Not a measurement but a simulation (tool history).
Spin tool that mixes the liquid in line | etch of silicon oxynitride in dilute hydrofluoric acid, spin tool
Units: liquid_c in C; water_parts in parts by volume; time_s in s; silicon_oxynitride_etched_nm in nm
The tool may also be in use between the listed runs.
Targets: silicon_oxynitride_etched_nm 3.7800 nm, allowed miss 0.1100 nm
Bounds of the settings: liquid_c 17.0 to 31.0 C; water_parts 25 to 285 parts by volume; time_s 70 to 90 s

{"run": 1, "hour": 0.0, "liquid_c": 23.0, "water_parts": 155, "time_s": 90, "silicon_oxynitride_etched_nm": 1.8991}
{"run": 2, "hour": 8.3, "liquid_c": 23.0, "water_parts": 155, "time_s": 70, "silicon_oxynitride_etched_nm": 1.4866}
{"run": 3, "hour": 14.4, "liquid_c": 24.0, "water_parts": 140, "time_s": 70, "silicon_oxynitride_etched_nm": 1.7223}
{"run": 4, "hour": 18.0, "liquid_c": 24.0, "water_parts": 95, "time_s": 70, "silicon_oxynitride_etched_nm": 2.646}
{"run": 5, "hour": 25.9, "liquid_c": 26.0, "water_parts": 95, "time_s": 70, "silicon_oxynitride_etched_nm": 2.9026}
{"run": 6, "hour": 29.4, "liquid_c": 23.0, "water_parts": 95, "time_s": 70, "silicon_oxynitride_etched_nm": 2.5323}
{"run": 7, "hour": 38.0, "liquid_c": 24.0, "water_parts": 95, "time_s": 70, "silicon_oxynitride_etched_nm": 2.6222}
{"run": 8, "hour": 39.3, "liquid_c": 25.0, "water_parts": 95, "time_s": 70, "silicon_oxynitride_etched_nm": 2.7784}
{"run": 9, "hour": 42.3, "liquid_c": 29.0, "water_parts": 90, "time_s": 70, "silicon_oxynitride_etched_nm": 3.5556}
{"run": 10, "hour": 47.4, "liquid_c": 29.0, "water_parts": 90, "time_s": 70, "silicon_oxynitride_etched_nm": 3.5027}

4 next moves are on the table. One of them brings every result within its allowed miss. Which?
{"run": "A", "hour": 52.5, "liquid_c": 25.5, "water_parts": 100, "time_s": 90, "silicon_oxynitride_etched_nm": "?"}
{"run": "B", "hour": 52.5, "liquid_c": 28.5, "water_parts": 105, "time_s": 90, "silicon_oxynitride_etched_nm": "?"}
{"run": "C", "hour": 52.5, "liquid_c": 29.0, "water_parts": 100, "time_s": 70, "silicon_oxynitride_etched_nm": "?"}
{"run": "D", "hour": 52.5, "liquid_c": 27.5, "water_parts": 100, "time_s": 70, "silicon_oxynitride_etched_nm": "?"}

move=A silicon_oxynitride_etched_nm=3.4639
move=B silicon_oxynitride_etched_nm=3.7692
move=C silicon_oxynitride_etched_nm=3.1640
move=D silicon_oxynitride_etched_nm=2.9551
A: further off than the last run
B: meets every target
C: further off than the last run
D: further off than the last run
Move B is the one to make.
